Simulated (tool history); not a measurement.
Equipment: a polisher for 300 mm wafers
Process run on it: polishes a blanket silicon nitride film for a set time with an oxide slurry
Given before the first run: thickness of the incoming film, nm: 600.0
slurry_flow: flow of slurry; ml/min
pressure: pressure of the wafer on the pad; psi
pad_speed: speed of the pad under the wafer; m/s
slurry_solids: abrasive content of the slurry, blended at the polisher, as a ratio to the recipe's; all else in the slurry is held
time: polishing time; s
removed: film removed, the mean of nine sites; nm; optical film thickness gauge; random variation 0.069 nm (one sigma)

run  hour  slurry_flow  pressure  pad_speed  slurry_solids  time  removed
  1   0.0          230       2.5       1.08            1.0    36  14.3090
  2   7.0          225       2.1       1.08            1.0    36  12.4770
  3  10.7          225       2.1       1.08            1.0    36  12.4240
  4  17.4          225       1.8       1.08            1.0    36  10.8200
  5  20.6          195       1.8       1.08            1.0    36  10.6080
  6  25.6          185       1.7       1.08            1.0    36   9.9404
  7  26.1          175       1.6       1.08            1.0    36   9.4704
  8  30.7          170       1.5       1.08            1.0    36   8.8170
  9  36.6          165       1.5       1.08            1.0    36   8.8911
 10  43.7          165       1.4       1.08            1.0    36   8.4106
     51.4  -- conditioning disc replaced and pad reconditioned
 11  51.4          170       1.5       1.08            1.0    36  10.3010

Expected results for the next run?
 12  52.5          170       1.4       1.06            1.0    36        ?

{"run 12": {"removed": 9.4351}}

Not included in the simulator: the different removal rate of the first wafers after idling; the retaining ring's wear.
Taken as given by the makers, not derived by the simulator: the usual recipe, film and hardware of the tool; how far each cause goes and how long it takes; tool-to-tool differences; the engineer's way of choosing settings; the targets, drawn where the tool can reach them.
